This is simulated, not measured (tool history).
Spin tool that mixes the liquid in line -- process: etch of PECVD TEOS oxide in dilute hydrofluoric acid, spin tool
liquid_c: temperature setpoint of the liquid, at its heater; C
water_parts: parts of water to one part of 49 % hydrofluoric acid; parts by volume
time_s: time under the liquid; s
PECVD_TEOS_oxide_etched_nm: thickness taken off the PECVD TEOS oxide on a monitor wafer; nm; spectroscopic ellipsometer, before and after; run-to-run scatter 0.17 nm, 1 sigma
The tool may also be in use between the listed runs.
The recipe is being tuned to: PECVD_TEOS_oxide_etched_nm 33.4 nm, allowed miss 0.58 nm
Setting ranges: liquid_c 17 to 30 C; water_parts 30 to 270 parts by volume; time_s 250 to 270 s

run	hour	liquid_c	water_parts	time_s	PECVD_TEOS_oxide_etched_nm
1	0	22	150	250	45.926
2	6.3	21	155	250	42.388
3	8.6	21	110	250	62.931
4	10	20.5	120	250	55.58
5	15.1	20.5	120	270	60.016
6	23.7	20	130	270	53.968
# hour 27.6: hydrofluoric acid flow meter replaced
7	27.6	19.5	135	270	45.302
8	29.4	17	150	270	36.174

Of the 4 settings listed for the next run, only one would bring every result within its allowed miss of target. Which one?
A	31.2	17	155	260	?
B	31.2	17	135	255	?
C	31.2	17	155	250	?
D	31.2	18.5	135	255	?

move	PECVD_TEOS_oxide_etched_nm
A	33.604
B	38.586
C	32.311
D	41.037
A: each result inside its tolerance
B: the biggest miss grows against the last run
C: carries the result that was furthest off beyond its target, to the other side
D: the biggest miss grows against the last run
Move A is the one to make.
